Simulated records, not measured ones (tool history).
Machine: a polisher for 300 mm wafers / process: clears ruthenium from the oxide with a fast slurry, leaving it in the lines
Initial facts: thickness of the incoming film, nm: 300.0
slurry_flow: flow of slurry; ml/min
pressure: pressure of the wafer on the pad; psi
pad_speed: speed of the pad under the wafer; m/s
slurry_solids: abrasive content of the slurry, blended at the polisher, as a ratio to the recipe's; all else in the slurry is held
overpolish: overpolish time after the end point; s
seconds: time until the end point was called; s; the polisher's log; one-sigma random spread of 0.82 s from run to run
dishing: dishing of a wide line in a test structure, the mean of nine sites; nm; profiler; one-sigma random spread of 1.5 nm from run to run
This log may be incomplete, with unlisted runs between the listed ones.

Run 1, day 0.000: slurry_flow 250 ml/min, pressure 2.8 psi, pad_speed 1.14 m/s, slurry_solids 1.00, overpolish 21 s. Result: seconds 64.277 s, dishing 70.471 nm.
Run 2, day 0.125: slurry_flow 250 ml/min, pressure 2.9 psi, pad_speed 1.14 m/s, slurry_solids 1.00, overpolish 22 s. Result: seconds 62.757 s, dishing 73.763 nm.
Run 3, day 0.275: slurry_flow 250 ml/min, pressure 2.9 psi, pad_speed 0.98 m/s, slurry_solids 1.00, overpolish 22 s. Result: seconds 73.611 s, dishing 67.532 nm.
Run 4, day 0.588: slurry_flow 250 ml/min, pressure 2.9 psi, pad_speed 0.78 m/s, slurry_solids 1.00, overpolish 22 s. Result: seconds 90.636 s, dishing 54.579 nm.
Run 5, day 0.717: slurry_flow 250 ml/min, pressure 2.9 psi, pad_speed 0.78 m/s, slurry_solids 0.85, overpolish 22 s. Result: seconds 97.713 s, dishing 53.136 nm.
Run 6, day 0.904: slurry_flow 250 ml/min, pressure 3.3 psi, pad_speed 0.80 m/s, slurry_solids 0.85, overpolish 23 s. Result: seconds 89.772 s, dishing 58.955 nm.
Run 7, day 1.071: slurry_flow 250 ml/min, pressure 3.6 psi, pad_speed 0.88 m/s, slurry_solids 0.85, overpolish 24 s. Result: seconds 75.488 s, dishing 68.304 nm.
Run 8, day 1.150: slurry_flow 250 ml/min, pressure 3.8 psi, pad_speed 0.92 m/s, slurry_solids 0.85, overpolish 25 s. Result: seconds 72.038 s, dishing 79.337 nm.

Forecast run 9:
Run 9, day 1.271: slurry_flow 250 ml/min, pressure 4.0 psi, pad_speed 0.96 m/s, slurry_solids 0.85, overpolish 24 s. Result: seconds ?, dishing ?.

{"run 9": {"seconds": 65.548, "dishing": 81.104}}
